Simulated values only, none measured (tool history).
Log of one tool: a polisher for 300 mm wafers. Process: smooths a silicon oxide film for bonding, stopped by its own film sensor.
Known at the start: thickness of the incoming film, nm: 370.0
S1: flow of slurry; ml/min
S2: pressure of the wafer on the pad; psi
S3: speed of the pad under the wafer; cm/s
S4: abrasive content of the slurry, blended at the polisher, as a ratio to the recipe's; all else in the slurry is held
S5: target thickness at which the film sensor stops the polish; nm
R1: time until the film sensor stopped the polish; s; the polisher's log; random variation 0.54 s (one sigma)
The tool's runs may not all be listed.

| run | hour | S1 | S2 | S3 | S4 | S5 | R1 |
|---|---|---|---|---|---|---|---|
| 1 | 0 | 230 | 1.7 | 68 | 1 | 352 | 38.556 |
| 2 | 3.2 | 230 | 1.7 | 78 | 1 | 352 | 34.658 |
| 3 | 5.9 | 230 | 1.5 | 78 | 1 | 352 | 38.735 |
| 4 | 9.5 | 230 | 1.5 | 88 | 1 | 352 | 35.714 |
| 5 | 18.5 | 230 | 1.3 | 86 | 1 | 352 | 41.596 |
| 6 | 26.4 | 255 | 1.3 | 86 | 1 | 352 | 40.807 |
| 7 | 27.3 | 255 | 1.2 | 86 | 1 | 352 | 43.49 |
| 8 | 31.4 | 255 | 1.1 | 86 | 1 | 352 | 48.015 |
| 9 | 38.1 | 255 | 1 | 86 | 1 | 352 | 52.533 |
| 10 | 46.2 | 250 | 1 | 86 | 1 | 352 | 52.537 |
| 11 | 51.5 | 240 | 1 | 86 | 1 | 352 | 52.992 |
| 12 | 56.7 | 230 | 1 | 86 | 1 | 352 | 52.954 |
| 13 | 62.6 | 225 | 1 | 86 | 1 | 352 | 53.12 |
| 14 | 65.9 | 220 | 1 | 86 | 1 | 352 | 53.431 |
| 15 | 70.2 | 215 | 1 | 86 | 1 | 352 | 53.034 |
| 16 | 77.4 | 210 | 1 | 86 | 1 | 352 | 54.241 |
| 17 | 83.1 | 205 | 1 | 86 | 1 | 352 | 53.589 |
| 18 | 89.3 | 205 | 0.9 | 86 | 1 | 352 | 59.869 |

The next listed run, before its measurement:
| 19 | 94.3 | 210 | 0.9 | 86 | 1 | 352 | ? |

Run 19 gave R1 59.78 s.

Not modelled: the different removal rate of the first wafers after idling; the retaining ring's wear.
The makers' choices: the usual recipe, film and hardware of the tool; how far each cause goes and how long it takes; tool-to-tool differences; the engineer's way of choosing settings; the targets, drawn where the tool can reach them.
